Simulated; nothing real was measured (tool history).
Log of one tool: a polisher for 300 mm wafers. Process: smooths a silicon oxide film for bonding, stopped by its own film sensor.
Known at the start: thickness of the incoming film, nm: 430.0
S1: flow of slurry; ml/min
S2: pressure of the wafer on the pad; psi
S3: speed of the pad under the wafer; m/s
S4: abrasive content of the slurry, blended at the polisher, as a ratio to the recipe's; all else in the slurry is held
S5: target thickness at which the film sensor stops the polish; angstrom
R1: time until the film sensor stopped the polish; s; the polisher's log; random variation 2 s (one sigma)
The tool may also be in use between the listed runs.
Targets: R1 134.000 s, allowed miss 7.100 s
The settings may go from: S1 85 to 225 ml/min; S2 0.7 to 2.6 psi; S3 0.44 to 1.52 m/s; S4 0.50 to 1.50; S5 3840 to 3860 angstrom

{"run": 1, "hour": 0.0, "S1": 145, "S2": 1.6, "S3": 0.98, "S4": 1.0, "S5": 3860, "R1": 66.591}
{"run": 2, "hour": 1.1, "S1": 145, "S2": 1.5, "S3": 0.96, "S4": 1.0, "S5": 3860, "R1": 73.347}
{"run": 3, "hour": 4.6, "S1": 175, "S2": 1.5, "S3": 0.96, "S4": 1.0, "S5": 3860, "R1": 69.469}
{"run": 4, "hour": 9.7, "S1": 175, "S2": 1.9, "S3": 0.96, "S4": 1.0, "S5": 3860, "R1": 56.61}
{"run": 5, "hour": 16.0, "S1": 175, "S2": 1.9, "S3": 0.96, "S4": 0.85, "S5": 3860, "R1": 59.011}
{"run": 6, "hour": 16.6, "S1": 175, "S2": 1.9, "S3": 0.96, "S4": 0.7, "S5": 3860, "R1": 61.443}
{"run": 7, "hour": 21.0, "S1": 175, "S2": 1.7, "S3": 0.94, "S4": 0.7, "S5": 3860, "R1": 70.416}
{"run": 8, "hour": 28.3, "S1": 175, "S2": 1.5, "S3": 0.92, "S4": 0.7, "S5": 3860, "R1": 81.914}
{"run": 9, "hour": 29.1, "S1": 175, "S2": 1.4, "S3": 0.92, "S4": 0.7, "S5": 3860, "R1": 85.339}
{"run": 10, "hour": 30.7, "S1": 175, "S2": 1.3, "S3": 0.92, "S4": 0.7, "S5": 3860, "R1": 92.089}
{"run": 11, "hour": 32.6, "S1": 175, "S2": 1.2, "S3": 0.92, "S4": 0.7, "S5": 3860, "R1": 99.024}
{"run": 12, "hour": 33.7, "S1": 170, "S2": 0.7, "S3": 0.9, "S4": 0.7, "S5": 3860, "R1": 168.7}
{"run": 13, "hour": 38.9, "S1": 175, "S2": 0.7, "S3": 0.9, "S4": 0.7, "S5": 3860, "R1": 171.29}

4 next moves are on the table. One of them brings every result within its allowed miss. Which?
{"run": "A", "hour": 44.1, "S1": 185, "S2": 1.0, "S3": 0.88, "S4": 0.75, "S5": 3860, "R1": "?"}
{"run": "B", "hour": 44.1, "S1": 200, "S2": 0.9, "S3": 0.96, "S4": 0.5, "S5": 3860, "R1": "?"}
{"run": "C", "hour": 44.1, "S1": 140, "S2": 1.1, "S3": 0.88, "S4": 0.7, "S5": 3860, "R1": "?"}
{"run": "D", "hour": 44.1, "S1": 165, "S2": 0.9, "S3": 0.96, "S4": 1.05, "S5": 3860, "R1": "?"}

move=A R1=122.200
move=B R1=137.800
move=C R1=119.270
move=D R1=117.210
A: takes the result that was furthest off past its target
B: meets every target
C: takes the result that was furthest off past its target
D: takes the result that was furthest off past its target
The right move is B.

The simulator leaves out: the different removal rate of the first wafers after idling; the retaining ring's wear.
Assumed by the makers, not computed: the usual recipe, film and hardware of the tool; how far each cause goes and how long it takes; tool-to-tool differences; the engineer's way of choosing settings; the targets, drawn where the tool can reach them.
